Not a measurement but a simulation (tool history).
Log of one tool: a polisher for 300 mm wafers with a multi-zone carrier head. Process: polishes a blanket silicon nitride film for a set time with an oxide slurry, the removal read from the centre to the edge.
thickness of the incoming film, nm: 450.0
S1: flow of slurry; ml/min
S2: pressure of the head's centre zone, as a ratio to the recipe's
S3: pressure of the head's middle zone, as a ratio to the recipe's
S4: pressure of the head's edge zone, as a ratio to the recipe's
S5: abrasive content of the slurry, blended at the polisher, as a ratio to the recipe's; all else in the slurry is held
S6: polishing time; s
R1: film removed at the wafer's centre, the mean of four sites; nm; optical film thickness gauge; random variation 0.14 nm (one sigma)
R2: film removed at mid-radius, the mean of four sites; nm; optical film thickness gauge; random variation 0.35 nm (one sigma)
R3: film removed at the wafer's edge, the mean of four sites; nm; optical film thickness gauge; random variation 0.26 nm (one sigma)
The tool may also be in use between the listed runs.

run    day   S1    S2    S3    S4    S5  S6      R1      R2      R3
  1  0.000  220  1.00  1.00  1.00  1.00  56  45.393  45.793  46.002
  2  0.333  220  1.00  0.93  1.00  1.00  56  45.378  44.346  45.922
  3  0.488  220  1.00  0.93  1.05  1.00  56  45.821  44.311  48.603
  4  0.750  210  0.97  0.91  0.99  0.85  52  37.670  36.851  40.282
  5  0.925  210  0.96  0.93  0.94  0.75  48  32.814  32.904  33.956
  6  1.162  210  0.94  0.93  0.91  0.70  46  29.442  31.175  30.817
  7  1.529  210  0.92  0.84  0.81  0.50  40  20.835  20.001  21.364
  8  1.821  225  0.92  0.87  0.83  0.50  40  21.222  21.509  21.743
  9  2.112  225  0.93  0.89  0.85  0.50  40  21.611  21.210  21.790
 10  2.458  225  0.93  0.92  0.87  0.50  40  21.249  21.878  21.921
 11  2.800  225  0.94  0.94  0.89  0.50  40  21.517  22.129  22.378
 12  2.983  225  0.95  0.96  0.90  0.50  40  21.998  22.629  22.471
 13  3.167  225  0.95  0.98  0.91  0.50  40  21.591  23.026  22.534
 14  3.300  225  0.96  0.99  0.92  0.50  40  22.087  22.835  22.517
 15  3.379  225  0.96  1.00  0.93  0.50  40  22.076  23.441  22.645

Run 16 comes next. What will it give?
 16  3.583  225  0.97  1.01  0.94  0.50  40   ?   ?   ?

{"run 16": {"R1": 22.392, "R2": 23.54, "R3": 22.926}}
